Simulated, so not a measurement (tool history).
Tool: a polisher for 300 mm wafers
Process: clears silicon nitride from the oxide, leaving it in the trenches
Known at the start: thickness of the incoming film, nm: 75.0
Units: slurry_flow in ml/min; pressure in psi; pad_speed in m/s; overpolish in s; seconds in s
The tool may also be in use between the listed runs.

{"run": 1, "hour": 0.0, "slurry_flow": 285, "pressure": 2.6, "pad_speed": 1.18, "overpolish": 13, "seconds": 66.941}
{"run": 2, "hour": 7.9, "slurry_flow": 285, "pressure": 2.2, "pad_speed": 1.18, "overpolish": 13, "seconds": 74.183}
{"run": 3, "hour": 11.8, "slurry_flow": 285, "pressure": 2.1, "pad_speed": 1.18, "overpolish": 13, "seconds": 74.576}
{"run": 4, "hour": 14.3, "slurry_flow": 285, "pressure": 2, "pad_speed": 1.18, "overpolish": 13, "seconds": 77.977}
{"run": 5, "hour": 15.7, "slurry_flow": 285, "pressure": 1.9, "pad_speed": 1.18, "overpolish": 13, "seconds": 79.868}
{"run": 6, "hour": 17.1, "slurry_flow": 285, "pressure": 1.8, "pad_speed": 1.18, "overpolish": 13, "seconds": 81.683}
{"run": 7, "hour": 22.5, "slurry_flow": 285, "pressure": 1.7, "pad_speed": 1.18, "overpolish": 13, "seconds": 84.668}

Forecast run 8:
{"run": 8, "hour": 30.7, "slurry_flow": 285, "pressure": 1.6, "pad_speed": 1.18, "overpolish": 13, "seconds": "?"}

seconds: 87.767 s

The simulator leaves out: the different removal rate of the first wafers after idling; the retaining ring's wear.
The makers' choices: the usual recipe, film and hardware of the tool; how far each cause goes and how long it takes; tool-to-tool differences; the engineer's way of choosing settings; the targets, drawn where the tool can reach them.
